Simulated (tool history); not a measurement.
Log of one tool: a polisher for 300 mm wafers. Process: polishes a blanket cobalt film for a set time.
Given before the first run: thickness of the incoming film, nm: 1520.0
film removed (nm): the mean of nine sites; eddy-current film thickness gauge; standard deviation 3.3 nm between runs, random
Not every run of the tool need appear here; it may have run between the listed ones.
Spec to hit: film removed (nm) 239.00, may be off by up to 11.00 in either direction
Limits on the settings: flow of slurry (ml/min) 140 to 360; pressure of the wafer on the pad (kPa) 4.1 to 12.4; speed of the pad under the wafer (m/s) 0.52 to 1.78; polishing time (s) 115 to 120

run	hour	flow of slurry (ml/min)	pressure of the wafer on the pad (kPa)	speed of the pad under the wafer (m/s)	polishing time (s)	film removed (nm)
1	0.0	230	8.3	1.14	115	424.76
2	1.1	230	8.3	1.32	115	493.70
3	3.5	230	7.6	1.26	115	448.40
4	8.3	230	9.0	1.26	115	503.89
5	15.0	230	8.3	1.20	115	459.16
6	18.8	230	8.3	1.20	115	441.91
7	23.4	230	7.6	1.16	115	398.21
8	24.0	230	6.9	1.14	115	366.82
9	26.8	230	6.2	1.10	115	316.92
10	34.5	230	4.1	1.08	115	217.69

Exercise: of the 4 proposed moves below, exactly one satisfies all targets within the stated allowed misses. Which move is it?
A	42.2	240	4.1	1.00	115	?
B	42.2	235	4.8	0.98	120	?
C	42.2	215	4.1	0.96	115	?
D	42.2	240	4.1	0.90	115	?

move	film removed (nm)
A	198.26
B	232.94
C	187.92
D	179.11
A: moves away from the targets compared with the last run
B: every result lands within tolerance
C: moves away from the targets compared with the last run
D: moves away from the targets compared with the last run
B is the move that brings every result within its allowed miss.

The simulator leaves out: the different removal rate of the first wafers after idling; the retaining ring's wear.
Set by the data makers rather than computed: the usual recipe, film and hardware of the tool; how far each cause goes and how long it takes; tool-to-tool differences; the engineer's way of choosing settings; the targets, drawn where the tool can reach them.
